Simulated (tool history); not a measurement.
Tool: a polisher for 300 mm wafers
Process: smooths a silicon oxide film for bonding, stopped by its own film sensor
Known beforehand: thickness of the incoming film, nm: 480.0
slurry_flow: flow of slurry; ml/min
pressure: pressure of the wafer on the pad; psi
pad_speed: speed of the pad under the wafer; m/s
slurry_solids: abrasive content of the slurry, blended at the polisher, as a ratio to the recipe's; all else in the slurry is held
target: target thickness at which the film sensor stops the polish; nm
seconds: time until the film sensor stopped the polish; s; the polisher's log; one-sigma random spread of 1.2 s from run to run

run  hour  slurry_flow  pressure  pad_speed  slurry_solids  target  seconds
  1   0.0          280       1.8       0.88            1.0     389  152.990
  2   1.7          280       2.1       0.94            1.0     389  124.910
  3  10.4          280       1.8       0.94            1.0     389  144.950
  4  14.5          280       2.0       1.00            1.0     389  121.250
  5  17.9          280       2.2       1.02            1.0     389  110.250
  6  22.2          280       2.3       1.06            1.0     389  101.450
  7  31.1          280       2.4       1.08            1.0     389  100.010
  8  36.1          280       2.5       1.12            1.0     389   90.620

Run 9 has not been measured yet. What should we expect?
  9  38.1          280       2.6       1.14            1.0     389        ?

seconds: 86.148 s

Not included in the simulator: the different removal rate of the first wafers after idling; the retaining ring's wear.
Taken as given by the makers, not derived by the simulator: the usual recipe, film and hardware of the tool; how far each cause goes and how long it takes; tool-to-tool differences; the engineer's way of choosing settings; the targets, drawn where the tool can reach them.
